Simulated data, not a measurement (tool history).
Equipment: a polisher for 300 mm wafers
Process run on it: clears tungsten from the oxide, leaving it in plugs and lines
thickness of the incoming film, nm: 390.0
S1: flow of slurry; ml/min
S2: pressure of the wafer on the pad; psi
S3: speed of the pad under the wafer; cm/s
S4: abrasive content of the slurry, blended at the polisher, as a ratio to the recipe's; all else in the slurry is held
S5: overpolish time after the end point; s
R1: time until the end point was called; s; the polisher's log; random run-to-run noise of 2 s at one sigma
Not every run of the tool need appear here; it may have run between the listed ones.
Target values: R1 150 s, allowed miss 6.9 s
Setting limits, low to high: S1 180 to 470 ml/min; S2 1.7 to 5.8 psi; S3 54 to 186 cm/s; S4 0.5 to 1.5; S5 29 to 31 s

run  hour   S1   S2   S3   S4  S5      R1
  1     0  300  3.7  118    1  29  72.429
  2   7.3  300  3.7   92    1  29  92.041
  3    16  300  3.3   92    1  29  104.45
  4  23.9  300  3.9   92    1  29  87.799
  5  24.6  255  3.9   92    1  29   88.74
  6  32.5  255  3.9   92  1.1  29    86.2
  7  39.8  255  3.5   92  1.1  29  97.134
  8    48  255  2.5   88  1.1  29  140.86

Which of these 5 next moves meets every target?
  A  56.2  195  3.1   76  1.15  31   ?
  B  56.2  235  2.6   94  1.05  31   ?
  C  56.2  220  2.3  100  1.15  29   ?
  D  56.2  225  2.7   88   1.2  31   ?
  E  56.2  185  2.2   92  1.15  29   ?

move      R1
   A   131.8
   B   128.2
   C  133.94
   D  128.73
   E  152.88
A: lands further from the targets than the last run did
B: lands further from the targets than the last run did
C: lands further from the targets than the last run did
D: lands further from the targets than the last run did
E: each result inside its tolerance
The move that meets every target is E.
